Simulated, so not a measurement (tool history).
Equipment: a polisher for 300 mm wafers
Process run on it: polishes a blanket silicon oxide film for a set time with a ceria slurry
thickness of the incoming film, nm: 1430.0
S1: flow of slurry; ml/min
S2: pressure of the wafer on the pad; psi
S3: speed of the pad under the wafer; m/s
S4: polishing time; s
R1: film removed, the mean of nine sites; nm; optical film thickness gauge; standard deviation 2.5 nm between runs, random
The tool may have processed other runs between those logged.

run 1 hour=0 | S1=140 S2=3.2 S3=1.26 S4=41 | R1=239.67
run 2 hour=1.9 | S1=140 S2=3.2 S3=1.26 S4=36 | R1=210.55
run 3 hour=7.9 | S1=170 S2=3.2 S3=1.26 S4=36 | R1=213.88
run 4 hour=13.1 | S1=170 S2=3.2 S3=1.26 S4=41 | R1=246.05
run 5 hour=16.4 | S1=185 S2=3.2 S3=1.26 S4=41 | R1=249.5
run 6 hour=22.1 | S1=185 S2=3.2 S3=1.58 S4=41 | R1=315.19
run 7 hour=26.2 | S1=180 S2=2.7 S3=1.56 S4=41 | R1=258.95
run 8 hour=27 | S1=175 S2=2.5 S3=1.56 S4=41 | R1=242.7
run 9 hour=35.2 | S1=175 S2=2.3 S3=1.56 S4=41 | R1=224.64
run 10 hour=38.9 | S1=170 S2=2.2 S3=1.56 S4=41 | R1=214.43

Run 11 is up next; what results do you expect?
run 11 hour=44 | S1=150 S2=1.9 S3=1.56 S4=41 | R1=?

Run 11 came out at R1 182.42 nm.

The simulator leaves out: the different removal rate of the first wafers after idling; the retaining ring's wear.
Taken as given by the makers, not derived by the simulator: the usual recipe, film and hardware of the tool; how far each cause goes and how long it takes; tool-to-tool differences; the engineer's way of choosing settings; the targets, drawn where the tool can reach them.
